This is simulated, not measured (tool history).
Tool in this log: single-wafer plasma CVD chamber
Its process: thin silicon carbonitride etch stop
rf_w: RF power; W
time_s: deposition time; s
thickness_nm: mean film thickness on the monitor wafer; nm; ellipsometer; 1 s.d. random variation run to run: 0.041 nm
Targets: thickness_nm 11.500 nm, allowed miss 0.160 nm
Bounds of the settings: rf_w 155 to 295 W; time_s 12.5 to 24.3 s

run	hour	rf_w	time_s	thickness_nm
1	0.0	225	18.4	12.264
2	1.6	225	19.7	13.068
3	8.1	225	21.6	14.333
4	15.0	250	21.6	14.824
5	15.9	250	23.9	16.288
6	24.4	240	23.1	15.586
7	26.9	230	22.4	14.989
8	28.7	195	19.5	12.511
9	33.4	190	19.3	12.334
10	36.2	190	19.3	12.255
11	43.3	185	19.2	12.153
12	44.0	185	19.2	12.150
13	45.8	180	19.1	12.030
14	48.5	175	19.0	11.907
15	50.7	175	18.9	11.763

Below are 4 possible settings for the next run. Only one of them brings all results inside the allowed miss of their targets. Which is it?
A	52.9	160	19.6	?
B	52.9	175	17.8	?
C	52.9	185	18.2	?
D	52.9	190	17.4	?

move	thickness_nm
A	11.989
B	11.113
C	11.510
D	11.073
A: further off than the last run
B: carries the result that was furthest off beyond its target, to the other side
C: meets every target
D: carries the result that was furthest off beyond its target, to the other side
Go with C: it meets all targets.
